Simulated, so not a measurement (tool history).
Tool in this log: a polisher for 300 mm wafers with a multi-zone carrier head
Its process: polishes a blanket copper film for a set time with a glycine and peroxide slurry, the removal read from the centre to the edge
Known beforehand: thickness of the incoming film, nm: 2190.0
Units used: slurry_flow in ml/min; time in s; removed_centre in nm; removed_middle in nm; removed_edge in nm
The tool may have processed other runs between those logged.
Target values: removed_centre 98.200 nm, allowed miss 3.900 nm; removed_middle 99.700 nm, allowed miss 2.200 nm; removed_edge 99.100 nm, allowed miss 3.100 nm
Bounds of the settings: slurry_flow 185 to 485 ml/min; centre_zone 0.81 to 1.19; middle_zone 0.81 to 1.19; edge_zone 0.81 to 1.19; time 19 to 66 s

run	hour	slurry_flow	centre_zone	middle_zone	edge_zone	time	removed_centre	removed_middle	removed_edge
1	0.0	310	1.00	1.00	1.00	42	141.560	143.970	144.940
2	0.7	340	1.00	1.00	1.00	42	143.810	144.460	143.590
3	1.7	340	0.97	1.00	1.00	42	138.490	146.350	144.920
4	6.2	350	0.96	0.98	0.98	40	130.700	137.450	135.340
5	7.3	350	0.90	0.98	0.98	40	120.740	137.810	136.710
6	9.4	350	0.90	0.98	0.95	40	121.520	138.310	134.300
7	17.8	355	0.90	0.96	0.93	38	116.980	127.820	128.070
8	22.3	355	0.90	0.96	0.93	38	114.890	128.800	126.670

Consider the 4 candidate settings below. Which is the only one whose results all fall within their allowed miss of target?
A	26.8	385	0.94	0.94	0.90	28	?	?	?
B	26.8	270	0.87	0.87	0.99	31	?	?	?
C	26.8	370	0.94	0.96	0.89	28	?	?	?
D	26.8	380	0.95	0.94	0.89	30	?	?	?

move	removed_centre	removed_middle	removed_edge
A	90.695	93.540	92.641
B	89.264	93.763	104.480
C	90.380	94.894	91.912
D	98.100	100.110	98.672
A: takes the result that was furthest off past its target
B: takes the result that was furthest off past its target
C: takes the result that was furthest off past its target
D: every result within its allowed miss
Go with D: it meets all targets.

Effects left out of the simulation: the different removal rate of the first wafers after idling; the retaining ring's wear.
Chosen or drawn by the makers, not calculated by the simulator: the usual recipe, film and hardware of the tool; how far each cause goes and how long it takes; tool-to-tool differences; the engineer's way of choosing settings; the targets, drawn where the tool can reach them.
